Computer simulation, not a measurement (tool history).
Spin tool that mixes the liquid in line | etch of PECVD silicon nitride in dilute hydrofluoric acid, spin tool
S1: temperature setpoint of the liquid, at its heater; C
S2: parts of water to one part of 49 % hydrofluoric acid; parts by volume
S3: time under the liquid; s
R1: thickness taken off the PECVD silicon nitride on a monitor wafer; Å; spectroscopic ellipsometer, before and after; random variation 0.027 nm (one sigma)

Run 1, hour 0.0: S1 22.0 C, S2 75 parts by volume, S3 95 s. Result: R1 29.033 Å.
Run 2, hour 8.9: S1 24.0 C, S2 75 parts by volume, S3 95 s. Result: R1 33.085 Å.
Run 3, hour 10.9: S1 24.0 C, S2 75 parts by volume, S3 75 s. Result: R1 26.299 Å.
Run 4, hour 13.7: S1 25.5 C, S2 65 parts by volume, S3 75 s. Result: R1 33.207 Å.
Run 5, hour 17.8: S1 25.5 C, S2 80 parts by volume, S3 75 s. Result: R1 27.051 Å.
Run 6, hour 22.6: S1 25.5 C, S2 55 parts by volume, S3 75 s. Result: R1 39.647 Å.

Run 7 comes next. What will it give?
Run 7, hour 29.4: S1 26.5 C, S2 55 parts by volume, S3 75 s. Result: R1 ?.

{"run 7": {"R1": 42.025}}
